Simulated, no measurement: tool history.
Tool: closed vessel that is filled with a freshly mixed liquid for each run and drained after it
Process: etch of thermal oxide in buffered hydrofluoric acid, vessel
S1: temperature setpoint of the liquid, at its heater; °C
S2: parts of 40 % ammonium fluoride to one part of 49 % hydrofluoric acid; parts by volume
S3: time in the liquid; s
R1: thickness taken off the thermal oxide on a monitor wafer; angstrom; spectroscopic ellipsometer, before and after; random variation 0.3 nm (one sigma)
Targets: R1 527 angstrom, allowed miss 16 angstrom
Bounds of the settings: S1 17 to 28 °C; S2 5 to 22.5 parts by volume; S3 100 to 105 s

run    day    S1    S2   S3      R1
  1      0    20  13.5  100  641.02
  2  0.196    20  13.5  100  638.53
  3  0.483    20  11.5  100  746.06
  4  0.829  19.5    12  100  701.84
  5  0.892  19.5    12  105  738.54
  6  1.012    17    12  105  638.65
  7   1.25    17  12.5  105  619.58
  8  1.617    17    13  105  590.56
  9  1.933    17    14  105  550.69

5 next moves are on the table. One of them brings every result within its allowed miss. Which?
  A  2.25    17  13.5  105   ?
  B  2.25    19  15.5  105   ?
  C  2.25    17    14  100   ?
  D  2.25  17.5    14  105   ?
  E  2.25  17.5  13.5  100   ?

move      R1
   A  569.19
   B  556.68
   C  523.06
   D  565.12
   E  557.78
A: further off than the last run
B: further off than the last run
C: meets every target
D: further off than the last run
E: further off than the last run
Move C is the one to make.
